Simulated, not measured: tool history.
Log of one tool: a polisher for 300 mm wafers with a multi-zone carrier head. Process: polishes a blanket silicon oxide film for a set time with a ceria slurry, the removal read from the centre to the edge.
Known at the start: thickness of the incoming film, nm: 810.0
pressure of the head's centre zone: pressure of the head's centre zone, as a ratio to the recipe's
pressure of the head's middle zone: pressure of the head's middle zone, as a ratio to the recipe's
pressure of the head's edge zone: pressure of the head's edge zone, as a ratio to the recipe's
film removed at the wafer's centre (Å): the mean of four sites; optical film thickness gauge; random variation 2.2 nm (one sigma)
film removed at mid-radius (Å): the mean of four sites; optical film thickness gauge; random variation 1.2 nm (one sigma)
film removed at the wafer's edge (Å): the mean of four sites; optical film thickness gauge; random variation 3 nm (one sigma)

| run | day | flow of slurry (ml/min) | pressure of the head's centre zone | pressure of the head's middle zone | pressure of the head's edge zone | polishing time (s) | film removed at the wafer's centre (Å) | film removed at mid-radius (Å) | film removed at the wafer's edge (Å) |
|---|---|---|---|---|---|---|---|---|---|
| 1 | 0.000 | 230 | 1.00 | 1.00 | 1.00 | 52 | 2864.4 | 2913.3 | 3015.0 |
| 2 | 0.179 | 230 | 1.00 | 1.07 | 1.00 | 52 | 2893.7 | 3045.9 | 3029.4 |
| 3 | 0.533 | 230 | 1.00 | 1.03 | 1.00 | 52 | 2867.5 | 2933.1 | 2988.1 |
| 4 | 0.750 | 225 | 1.00 | 1.01 | 1.00 | 50 | 2750.6 | 2782.4 | 2866.1 |
| 5 | 0.867 | 220 | 1.00 | 0.99 | 1.00 | 49 | 2682.6 | 2679.5 | 2852.0 |
| 6 | 1.188 | 220 | 1.00 | 0.98 | 0.99 | 48 | 2680.7 | 2597.8 | 2798.4 |
| 7 | 1.221 | 220 | 0.99 | 0.97 | 0.98 | 46 | 2478.3 | 2481.1 | 2618.3 |
| 8 | 1.429 | 215 | 0.99 | 0.95 | 0.97 | 45 | 2458.7 | 2375.7 | 2554.1 |
| 9 | 1.604 | 210 | 0.99 | 0.94 | 0.96 | 44 | 2401.1 | 2293.2 | 2496.0 |
| 10 | 1.942 | 190 | 0.96 | 0.84 | 0.86 | 35 | 1838.0 | 1620.7 | 1879.3 |

Run 11 comes next. What will it give?
| 11 | 2.000 | 200 | 0.96 | 0.84 | 0.87 | 35 | ? | ? | ? |

Run 11 gave film removed at the wafer's centre (Å) 1841.8, film removed at mid-radius (Å) 1665.5, film removed at the wafer's edge (Å) 1891.3.
